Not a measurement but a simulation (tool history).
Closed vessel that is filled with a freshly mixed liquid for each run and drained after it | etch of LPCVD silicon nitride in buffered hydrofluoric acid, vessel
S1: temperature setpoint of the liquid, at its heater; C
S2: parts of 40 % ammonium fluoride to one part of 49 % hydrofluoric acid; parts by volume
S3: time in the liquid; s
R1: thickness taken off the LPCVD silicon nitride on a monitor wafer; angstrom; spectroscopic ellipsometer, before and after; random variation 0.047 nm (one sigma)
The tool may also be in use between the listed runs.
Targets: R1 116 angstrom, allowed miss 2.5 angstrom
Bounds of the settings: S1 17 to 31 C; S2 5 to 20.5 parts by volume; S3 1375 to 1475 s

run 1 hour=0 | S1=23 S2=12.5 S3=1375 | R1=163.04
run 2 hour=9.3 | S1=20.5 S2=12.5 S3=1375 | R1=142.14
run 3 hour=11.9 | S1=19.5 S2=12.5 S3=1375 | R1=133.28
run 4 hour=17 | S1=19.5 S2=10.5 S3=1375 | R1=159.76
run 5 hour=19 | S1=18.5 S2=11 S3=1375 | R1=143.2
run 6 hour=24.5 | S1=18.5 S2=11 S3=1375 | R1=143.66
run 7 hour=27.4 | S1=18 S2=11.5 S3=1375 | R1=133.24
run 8 hour=32.5 | S1=17.5 S2=12 S3=1375 | R1=125.42

5 next moves are on the table. One of them brings every result within its allowed miss. Which?
run A hour=37.6 | S1=17 S2=12.5 S3=1445 | R1=?
run B hour=37.6 | S1=18 S2=13 S3=1435 | R1=?
run C hour=37.6 | S1=18.5 S2=13 S3=1385 | R1=?
run D hour=37.6 | S1=17 S2=12.5 S3=1475 | R1=?
run E hour=37.6 | S1=17 S2=12.5 S3=1380 | R1=?

move=A R1=122.54
move=B R1=123.96
move=C R1=123.08
move=D R1=125.08
move=E R1=117.02
A: nearer than the last run, and not there yet
B: nearer than the last run, and not there yet
C: nearer than the last run, and not there yet
D: as far off as the last run
E: meets every target
Move E is the one to make.
